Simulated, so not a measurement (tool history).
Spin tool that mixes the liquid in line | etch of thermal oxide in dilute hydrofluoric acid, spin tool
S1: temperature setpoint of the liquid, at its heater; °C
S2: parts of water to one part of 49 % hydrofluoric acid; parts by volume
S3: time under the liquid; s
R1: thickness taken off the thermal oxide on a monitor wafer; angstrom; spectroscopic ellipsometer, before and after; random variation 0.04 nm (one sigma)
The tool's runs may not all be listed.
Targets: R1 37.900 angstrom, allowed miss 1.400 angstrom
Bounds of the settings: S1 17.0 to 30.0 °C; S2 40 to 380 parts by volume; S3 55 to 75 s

run  hour    S1   S2  S3      R1
  1   0.0  22.0  210  75  12.674
  2   2.0  24.0  175  75  16.701
  3  10.9  25.5  145  75  21.910
  4  19.8  25.5  145  55  16.144
  5  28.0  25.5  145  75  22.124
  6  30.5  26.5  130  75  26.046
  7  34.7  27.5  125  75  28.348
  8  39.4  28.0  120  75  30.762
  9  41.7  28.5  120  75  30.851
 10  48.8  29.0  115  75  33.440
 11  56.8  29.5  110  75  35.871

Which of these 4 next moves meets every target?
  A  64.8  30.0  100  75   ?
  B  64.8  29.5   80  55   ?
  C  64.8  27.0  105  75   ?
  D  64.8  30.0  120  75   ?

move      R1
   A  40.481
   B  37.466
   C  34.173
   D  32.809
A: takes the result that was furthest off past its target
B: meets every target
C: further off than the last run
D: further off than the last run
Move B is the one to make.
